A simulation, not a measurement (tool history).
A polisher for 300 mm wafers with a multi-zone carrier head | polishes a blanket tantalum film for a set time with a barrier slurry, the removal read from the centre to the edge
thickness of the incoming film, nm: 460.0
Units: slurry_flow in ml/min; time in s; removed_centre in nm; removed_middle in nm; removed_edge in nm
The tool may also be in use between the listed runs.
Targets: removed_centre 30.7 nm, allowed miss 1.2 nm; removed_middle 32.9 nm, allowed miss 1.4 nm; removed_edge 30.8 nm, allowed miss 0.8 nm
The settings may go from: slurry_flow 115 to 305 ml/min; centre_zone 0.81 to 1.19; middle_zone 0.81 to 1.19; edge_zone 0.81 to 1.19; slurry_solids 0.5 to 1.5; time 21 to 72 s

{"run": 1, "hour": 0.0, "slurry_flow": 195, "centre_zone": 1, "middle_zone": 1, "edge_zone": 1, "slurry_solids": 1, "time": 46, "removed_centre": 57.831, "removed_middle": 55.471, "removed_edge": 54.766}
{"run": 2, "hour": 1.4, "slurry_flow": 195, "centre_zone": 1, "middle_zone": 1, "edge_zone": 1.06, "slurry_solids": 1, "time": 46, "removed_centre": 57.812, "removed_middle": 55.112, "removed_edge": 57.397}
{"run": 3, "hour": 4.2, "slurry_flow": 195, "centre_zone": 0.94, "middle_zone": 1, "edge_zone": 1.06, "slurry_solids": 1, "time": 46, "removed_centre": 56.073, "removed_middle": 56.392, "removed_edge": 56.486}
{"run": 4, "hour": 8.0, "slurry_flow": 195, "centre_zone": 1.02, "middle_zone": 1, "edge_zone": 1.06, "slurry_solids": 1, "time": 46, "removed_centre": 58.51, "removed_middle": 55.982, "removed_edge": 57.143}
{"run": 5, "hour": 16.5, "slurry_flow": 185, "centre_zone": 0.99, "middle_zone": 1, "edge_zone": 1.04, "slurry_solids": 0.95, "time": 44, "removed_centre": 54.407, "removed_middle": 51.621, "removed_edge": 53.768}
{"run": 6, "hour": 25.2, "slurry_flow": 185, "centre_zone": 1.04, "middle_zone": 1, "edge_zone": 1.04, "slurry_solids": 0.95, "time": 44, "removed_centre": 56.635, "removed_middle": 52.48, "removed_edge": 53.266}
{"run": 7, "hour": 28.1, "slurry_flow": 185, "centre_zone": 1.01, "middle_zone": 1.01, "edge_zone": 1.02, "slurry_solids": 0.9, "time": 42, "removed_centre": 51.392, "removed_middle": 49.527, "removed_edge": 49.416}
{"run": 8, "hour": 35.4, "slurry_flow": 185, "centre_zone": 0.99, "middle_zone": 1.01, "edge_zone": 1, "slurry_solids": 0.85, "time": 40, "removed_centre": 46.834, "removed_middle": 45.542, "removed_edge": 46.008}
{"run": 9, "hour": 40.8, "slurry_flow": 185, "centre_zone": 0.98, "middle_zone": 1.02, "edge_zone": 0.98, "slurry_solids": 0.8, "time": 39, "removed_centre": 45.345, "removed_middle": 43.839, "removed_edge": 43.46}
{"run": 10, "hour": 45.9, "slurry_flow": 140, "centre_zone": 0.88, "middle_zone": 1.04, "edge_zone": 0.88, "slurry_solids": 0.55, "time": 31, "removed_centre": 28.318, "removed_middle": 31.009, "removed_edge": 29.1}
{"hour": 48.2, "done": "centre zone pressure recalibrated"}
{"run": 11, "hour": 48.2, "slurry_flow": 145, "centre_zone": 0.88, "middle_zone": 1.04, "edge_zone": 0.88, "slurry_solids": 0.55, "time": 31, "removed_centre": 26.425, "removed_middle": 31.344, "removed_edge": 28.823}
{"run": 12, "hour": 54.3, "slurry_flow": 150, "centre_zone": 0.89, "middle_zone": 1.04, "edge_zone": 0.89, "slurry_solids": 0.55, "time": 31, "removed_centre": 26.934, "removed_middle": 30.494, "removed_edge": 29.057}
{"run": 13, "hour": 62.9, "slurry_flow": 150, "centre_zone": 0.89, "middle_zone": 1.04, "edge_zone": 0.89, "slurry_solids": 0.55, "time": 31, "removed_centre": 26.726, "removed_middle": 31.624, "removed_edge": 29.075}
{"run": 14, "hour": 71.3, "slurry_flow": 150, "centre_zone": 0.9, "middle_zone": 1.04, "edge_zone": 0.9, "slurry_solids": 0.55, "time": 31, "removed_centre": 27.133, "removed_middle": 30.894, "removed_edge": 29.828}
{"run": 15, "hour": 80.1, "slurry_flow": 155, "centre_zone": 0.91, "middle_zone": 1.04, "edge_zone": 0.9, "slurry_solids": 0.55, "time": 31, "removed_centre": 27.352, "removed_middle": 30.838, "removed_edge": 29.257}
{"run": 16, "hour": 82.3, "slurry_flow": 155, "centre_zone": 0.92, "middle_zone": 1.05, "edge_zone": 0.9, "slurry_solids": 0.55, "time": 31, "removed_centre": 27.362, "removed_middle": 31.538, "removed_edge": 29.729}
{"run": 17, "hour": 88.7, "slurry_flow": 210, "centre_zone": 1.01, "middle_zone": 1.04, "edge_zone": 0.89, "slurry_solids": 0.55, "time": 31, "removed_centre": 31.367, "removed_middle": 32.505, "removed_edge": 29.891}

Which of these 4 next moves meets every target?
{"run": "A", "hour": 95.1, "slurry_flow": 190, "centre_zone": 0.92, "middle_zone": 1.07, "edge_zone": 0.98, "slurry_solids": 0.5, "time": 31, "removed_centre": "?", "removed_middle": "?", "removed_edge": "?"}
{"run": "B", "hour": 95.1, "slurry_flow": 205, "centre_zone": 0.95, "middle_zone": 1.19, "edge_zone": 0.89, "slurry_solids": 0.55, "time": 32, "removed_centre": "?", "removed_middle": "?", "removed_edge": "?"}
{"run": "C", "hour": 95.1, "slurry_flow": 190, "centre_zone": 0.97, "middle_zone": 1.05, "edge_zone": 0.91, "slurry_solids": 0.5, "time": 33, "removed_centre": "?", "removed_middle": "?", "removed_edge": "?"}
{"run": "D", "hour": 95.1, "slurry_flow": 235, "centre_zone": 0.89, "middle_zone": 1.19, "edge_zone": 0.89, "slurry_solids": 0.7, "time": 28, "removed_centre": "?", "removed_middle": "?", "removed_edge": "?"}

move=A removed_centre=28.086 removed_middle=31.67 removed_edge=29.915
move=B removed_centre=31.178 removed_middle=36.822 removed_edge=30.587
move=C removed_centre=31.533 removed_middle=33.238 removed_edge=30.763
move=D removed_centre=27.935 removed_middle=35.196 removed_edge=29.131
A: further off than the last run
B: brings the result that was furthest off to its target, and leaves another outside
C: meets every target
D: further off than the last run
The right move is C.

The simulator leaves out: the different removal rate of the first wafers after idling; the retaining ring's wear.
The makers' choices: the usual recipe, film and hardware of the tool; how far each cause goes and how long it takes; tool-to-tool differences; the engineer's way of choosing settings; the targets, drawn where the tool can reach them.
